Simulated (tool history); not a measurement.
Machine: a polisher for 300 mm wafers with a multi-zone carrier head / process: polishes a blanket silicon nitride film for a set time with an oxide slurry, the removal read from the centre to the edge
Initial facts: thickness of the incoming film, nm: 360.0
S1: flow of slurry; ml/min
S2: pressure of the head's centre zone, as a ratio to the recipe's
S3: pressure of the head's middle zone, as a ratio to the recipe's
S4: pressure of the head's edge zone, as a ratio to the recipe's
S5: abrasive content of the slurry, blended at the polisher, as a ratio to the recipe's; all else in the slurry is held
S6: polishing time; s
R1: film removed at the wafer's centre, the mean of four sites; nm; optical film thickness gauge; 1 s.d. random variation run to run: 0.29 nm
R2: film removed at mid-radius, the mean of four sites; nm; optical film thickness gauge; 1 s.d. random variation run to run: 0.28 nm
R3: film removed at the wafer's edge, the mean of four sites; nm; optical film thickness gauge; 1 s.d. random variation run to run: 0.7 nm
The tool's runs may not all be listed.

Run 1, hour 0: S1 130 ml/min, S2 1, S3 1, S4 1, S5 1, S6 75 s. Result: R1 64.571 nm, R2 66.685 nm, R3 65.639 nm.
Run 2, hour 7.9: S1 130 ml/min, S2 1, S3 1, S4 1.03, S5 1, S6 75 s. Result: R1 65.019 nm, R2 65.875 nm, R3 65.579 nm.
Run 3, hour 16.9: S1 130 ml/min, S2 1, S3 1, S4 1.03, S5 1, S6 68 s. Result: R1 58.376 nm, R2 59.832 nm, R3 59.756 nm.
Run 4, hour 20.1: S1 125 ml/min, S2 0.98, S3 0.98, S4 1.01, S5 0.95, S6 68 s. Result: R1 55.122 nm, R2 56.676 nm, R3 58.045 nm.
Run 5, hour 21.2: S1 100 ml/min, S2 0.98, S3 0.98, S4 1.01, S5 0.95, S6 68 s. Result: R1 51.626 nm, R2 53.152 nm, R3 54.621 nm.
Run 6, hour 25.4: S1 95 ml/min, S2 0.97, S3 0.97, S4 1, S5 0.95, S6 68 s. Result: R1 50.229 nm, R2 51.992 nm, R3 55.078 nm.
Run 7, hour 26.2: S1 95 ml/min, S2 0.91, S3 0.92, S4 0.9, S5 0.8, S6 68 s. Result: R1 41.362 nm, R2 44.484 nm, R3 45.899 nm.
Run 8, hour 31.7: S1 100 ml/min, S2 0.91, S3 0.92, S4 0.92, S5 0.8, S6 68 s. Result: R1 41.91 nm, R2 44.255 nm, R3 46.117 nm.

What does the tool deliver on the next run?
Run 9, hour 37.7: S1 105 ml/min, S2 0.91, S3 0.92, S4 0.94, S5 0.8, S6 68 s. Result: R1 ?, R2 ?, R3 ?.

R1: 42.633 nm
R2: 45.345 nm
R3: 46.986 nm
